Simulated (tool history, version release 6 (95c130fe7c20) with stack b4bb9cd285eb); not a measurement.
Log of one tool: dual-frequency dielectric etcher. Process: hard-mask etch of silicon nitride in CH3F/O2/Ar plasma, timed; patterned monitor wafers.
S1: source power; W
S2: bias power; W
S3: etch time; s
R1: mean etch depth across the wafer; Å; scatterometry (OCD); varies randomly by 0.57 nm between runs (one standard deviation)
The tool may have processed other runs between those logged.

{"run": 1, "hour": 0.0, "S1": 550, "S2": 77, "S3": 154.0, "R1": 1315.9}
{"run": 2, "hour": 2.5, "S1": 550, "S2": 77, "S3": 154.0, "R1": 1301.7}
{"run": 3, "hour": 6.4, "S1": 550, "S2": 82, "S3": 154.0, "R1": 1358.9}
{"run": 4, "hour": 8.9, "S1": 550, "S2": 74, "S3": 154.0, "R1": 1290.8}
{"run": 5, "hour": 11.3, "S1": 640, "S2": 74, "S3": 154.0, "R1": 1364.0}
{"run": 6, "hour": 16.9, "S1": 610, "S2": 72, "S3": 153.5, "R1": 1304.5}
{"run": 7, "hour": 19.7, "S1": 590, "S2": 71, "S3": 153.5, "R1": 1274.2}
{"run": 8, "hour": 26.3, "S1": 570, "S2": 70, "S3": 153.5, "R1": 1258.6}
{"run": 9, "hour": 29.9, "S1": 570, "S2": 70, "S3": 153.5, "R1": 1273.6}
{"run": 10, "hour": 32.9, "S1": 550, "S2": 68, "S3": 153.0, "R1": 1228.6}

Run 11, settings as shown, results not yet in. Your forecast:
{"run": 11, "hour": 40.8, "S1": 530, "S2": 67, "S3": 153.0, "R1": "?"}

{"run 11": {"R1": 1200.9}}
